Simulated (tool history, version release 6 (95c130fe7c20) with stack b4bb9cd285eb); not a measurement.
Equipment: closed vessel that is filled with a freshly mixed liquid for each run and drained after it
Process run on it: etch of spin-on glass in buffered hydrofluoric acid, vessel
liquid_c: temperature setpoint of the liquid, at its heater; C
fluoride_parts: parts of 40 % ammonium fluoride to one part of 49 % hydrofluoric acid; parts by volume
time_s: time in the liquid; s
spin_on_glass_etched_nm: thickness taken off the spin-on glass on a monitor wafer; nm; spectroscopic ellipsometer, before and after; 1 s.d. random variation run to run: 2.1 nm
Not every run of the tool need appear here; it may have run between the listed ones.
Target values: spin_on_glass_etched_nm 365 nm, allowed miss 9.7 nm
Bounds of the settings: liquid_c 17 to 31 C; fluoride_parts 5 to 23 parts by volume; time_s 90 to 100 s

Run 1, hour 0: liquid_c 23 C, fluoride_parts 14 parts by volume, time_s 90 s. Result: spin_on_glass_etched_nm 221.61 nm.
Run 2, hour 2.7: liquid_c 23 C, fluoride_parts 10 parts by volume, time_s 90 s. Result: spin_on_glass_etched_nm 311.77 nm.
Run 3, hour 5.8: liquid_c 24 C, fluoride_parts 10 parts by volume, time_s 90 s. Result: spin_on_glass_etched_nm 327.77 nm.
Run 4, hour 14.1: liquid_c 21 C, fluoride_parts 10 parts by volume, time_s 90 s. Result: spin_on_glass_etched_nm 277.88 nm.
Run 5, hour 20.3: liquid_c 22.5 C, fluoride_parts 10 parts by volume, time_s 90 s. Result: spin_on_glass_etched_nm 301.34 nm.
Run 6, hour 28.7: liquid_c 23.5 C, fluoride_parts 10 parts by volume, time_s 90 s. Result: spin_on_glass_etched_nm 322.18 nm.
Run 7, hour 37.3: liquid_c 24 C, fluoride_parts 10 parts by volume, time_s 90 s. Result: spin_on_glass_etched_nm 328.5 nm.
Run 8, hour 43.5: liquid_c 24.5 C, fluoride_parts 10 parts by volume, time_s 90 s. Result: spin_on_glass_etched_nm 333.31 nm.
Run 9, hour 44.3: liquid_c 25 C, fluoride_parts 10 parts by volume, time_s 90 s. Result: spin_on_glass_etched_nm 347.6 nm.
Run 10, hour 49.5: liquid_c 25 C, fluoride_parts 10 parts by volume, time_s 90 s. Result: spin_on_glass_etched_nm 343.19 nm.

Next run, 4 choices. One meets every target within its allowed miss, the rest don't. Which?
Run A, hour 54.7: liquid_c 21 C, fluoride_parts 8 parts by volume, time_s 90 s. Result: spin_on_glass_etched_nm ?.
Run B, hour 54.7: liquid_c 24 C, fluoride_parts 10.5 parts by volume, time_s 90 s. Result: spin_on_glass_etched_nm ?.
Run C, hour 54.7: liquid_c 21 C, fluoride_parts 8.5 parts by volume, time_s 90 s. Result: spin_on_glass_etched_nm ?.
Run D, hour 54.7: liquid_c 24 C, fluoride_parts 10 parts by volume, time_s 100 s. Result: spin_on_glass_etched_nm ?.

move  spin_on_glass_etched_nm
   A                   337.61
   B                   312.77
   C                   316.13
   D                   364.41
A: moves away from the targets compared with the last run
B: moves away from the targets compared with the last run
C: moves away from the targets compared with the last run
D: meets every target
Go with D: it meets all targets.

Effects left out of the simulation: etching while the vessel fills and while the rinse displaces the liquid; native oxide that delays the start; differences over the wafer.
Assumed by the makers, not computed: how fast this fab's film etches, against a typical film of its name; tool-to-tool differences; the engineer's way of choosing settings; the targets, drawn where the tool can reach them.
